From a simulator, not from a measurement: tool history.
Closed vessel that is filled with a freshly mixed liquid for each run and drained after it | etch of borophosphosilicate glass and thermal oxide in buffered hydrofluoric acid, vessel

| run | hour | temperature setpoint of the liquid (C) | parts of 40 % ammonium fluoride to one part of 49 % hydrofluoric acid (parts by volume) | time in the liquid (s) | thickness taken off the borophosphosilicate glass on a monitor wafer (Å) | thickness taken off the thermal oxide on a monitor wafer (Å) |
|---|---|---|---|---|---|---|
| 1 | 0.0 | 25.0 | 19.5 | 60 | 810.22 | 358.84 |
| 2 | 2.9 | 25.5 | 18.5 | 60 | 881.26 | 386.42 |
| 3 | 5.1 | 26.0 | 17.5 | 60 | 940.44 | 425.31 |
| 4 | 8.3 | 28.0 | 17.5 | 60 | 1057.10 | 473.29 |
| 5 | 14.6 | 28.0 | 17.5 | 40 | 701.77 | 313.02 |
| 6 | 16.0 | 31.5 | 17.5 | 40 | 842.19 | 369.78 |
| 7 | 19.3 | 31.5 | 16.5 | 40 | 886.80 | 397.45 |
| 8 | 22.5 | 31.5 | 15.5 | 40 | 966.77 | 431.61 |
| 9 | 31.3 | 31.5 | 14.5 | 40 | 1020.70 | 451.58 |
| 10 | 37.1 | 32.0 | 8.0 | 55 | 2492.50 | 1112.20 |
| 11 | 40.7 | 31.5 | 8.0 | 55 | 2465.10 | 1075.60 |
| 12 | 48.6 | 31.0 | 8.0 | 55 | 2385.00 | 1061.30 |
| 13 | 55.2 | 27.0 | 9.0 | 55 | 1706.50 | 757.50 |

Run 14 comes next. What will it give?
| 14 | 64.2 | 27.5 | 9.0 | 55 | ? | ? |

thickness taken off the borophosphosilicate glass on a monitor wafer (Å): 1746.90
thickness taken off the thermal oxide on a monitor wafer (Å): 769.00

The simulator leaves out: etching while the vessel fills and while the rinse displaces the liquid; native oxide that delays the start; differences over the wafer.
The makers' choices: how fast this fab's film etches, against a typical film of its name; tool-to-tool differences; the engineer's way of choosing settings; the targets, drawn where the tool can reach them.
